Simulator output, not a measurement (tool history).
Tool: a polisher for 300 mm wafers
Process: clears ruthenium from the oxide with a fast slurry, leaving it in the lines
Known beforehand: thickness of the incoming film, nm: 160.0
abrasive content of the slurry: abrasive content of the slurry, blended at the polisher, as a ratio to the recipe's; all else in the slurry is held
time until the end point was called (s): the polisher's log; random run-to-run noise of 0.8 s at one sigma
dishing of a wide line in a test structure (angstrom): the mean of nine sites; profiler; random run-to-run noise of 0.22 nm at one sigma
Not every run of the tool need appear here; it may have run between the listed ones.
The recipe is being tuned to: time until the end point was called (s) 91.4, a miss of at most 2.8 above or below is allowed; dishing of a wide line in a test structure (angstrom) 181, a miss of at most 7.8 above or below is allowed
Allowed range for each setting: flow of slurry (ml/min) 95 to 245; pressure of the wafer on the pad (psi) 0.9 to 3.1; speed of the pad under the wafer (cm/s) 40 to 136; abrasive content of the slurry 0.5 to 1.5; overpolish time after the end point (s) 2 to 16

| run | hour | flow of slurry (ml/min) | pressure of the wafer on the pad (psi) | speed of the pad under the wafer (cm/s) | abrasive content of the slurry | overpolish time after the end point (s) | time until the end point was called (s) | dishing of a wide line in a test structure (angstrom) |
|---|---|---|---|---|---|---|---|---|
| 1 | 0 | 155 | 2 | 88 | 1 | 8 | 74.282 | 152.69 |
| 2 | 6.6 | 155 | 2 | 96 | 1 | 8 | 68.057 | 163.33 |
| 3 | 7.3 | 145 | 1.8 | 96 | 1 | 9 | 76.803 | 165.63 |
| 4 | 11.8 | 135 | 1.7 | 96 | 1 | 10 | 82.287 | 168.36 |
| 5 | 14.8 | 125 | 1.7 | 96 | 1 | 11 | 84.911 | 181.09 |
| 6 | 17.9 | 115 | 1.7 | 96 | 1 | 11 | 86.161 | 176.76 |
| 7 | 26.7 | 115 | 1.7 | 96 | 1 | 11 | 84.719 | 177.43 |
| 8 | 31 | 110 | 1.7 | 96 | 1 | 11 | 86.476 | 173.77 |
| 9 | 34.9 | 105 | 1.7 | 96 | 1 | 11 | 87.048 | 175.39 |
| 10 | 39.4 | 100 | 1.7 | 96 | 1 | 11 | 89.393 | 171.2 |
| 11 | 44.6 | 95 | 1.7 | 96 | 1 | 11 | 92.175 | 169.46 |

Exactly one of the 5 candidate moves below puts every result within its allowed miss. Which one?
| A | 49.8 | 95 | 1.7 | 98 | 0.95 | 11 | ? | ? |
| B | 49.8 | 130 | 1.6 | 88 | 1.05 | 11 | ? | ? |
| C | 49.8 | 95 | 1.3 | 118 | 1.15 | 12 | ? | ? |
| D | 49.8 | 95 | 1.7 | 92 | 1.05 | 10 | ? | ? |
| E | 49.8 | 95 | 1.7 | 96 | 1 | 10 | ? | ? |

| move | time until the end point was called (s) | dishing of a wide line in a test structure (angstrom) |
|---|---|---|
| A | 90.436 | 167.79 |
| B | 94.049 | 162.13 |
| C | 90.716 | 180.49 |
| D | 92.487 | 151.26 |
| E | 90.428 | 154.31 |
A: misses by more than the last run did
B: misses by more than the last run did
C: hits every target within its allowed miss
D: misses by more than the last run did
E: misses by more than the last run did
Correct choice: C, which meets every target
